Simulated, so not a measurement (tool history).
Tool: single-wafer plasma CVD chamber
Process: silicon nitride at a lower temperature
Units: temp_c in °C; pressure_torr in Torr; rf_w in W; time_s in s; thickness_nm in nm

run 1 hour=0 | temp_c=335 pressure_torr=1.92 rf_w=325 time_s=30.9 | thickness_nm=34.533
run 2 hour=7.7 | temp_c=326 pressure_torr=1.92 rf_w=325 time_s=30.9 | thickness_nm=34.568
run 3 hour=15.3 | temp_c=326 pressure_torr=1.92 rf_w=325 time_s=30.9 | thickness_nm=34.67
run 4 hour=19.2 | temp_c=326 pressure_torr=1.92 rf_w=360 time_s=30.9 | thickness_nm=36.98
run 5 hour=23.2 | temp_c=326 pressure_torr=1.76 rf_w=345 time_s=30.9 | thickness_nm=35.057
run 6 hour=28.2 | temp_c=326 pressure_torr=2.09 rf_w=345 time_s=30.9 | thickness_nm=36.88
run 7 hour=36.9 | temp_c=326 pressure_torr=1.9 rf_w=330 time_s=30.9 | thickness_nm=34.873

The next listed run, before its measurement:
run 8 hour=45.8 | temp_c=326 pressure_torr=1.75 rf_w=320 time_s=30.9 | thickness_nm=?

thickness_nm: 33.05 nm
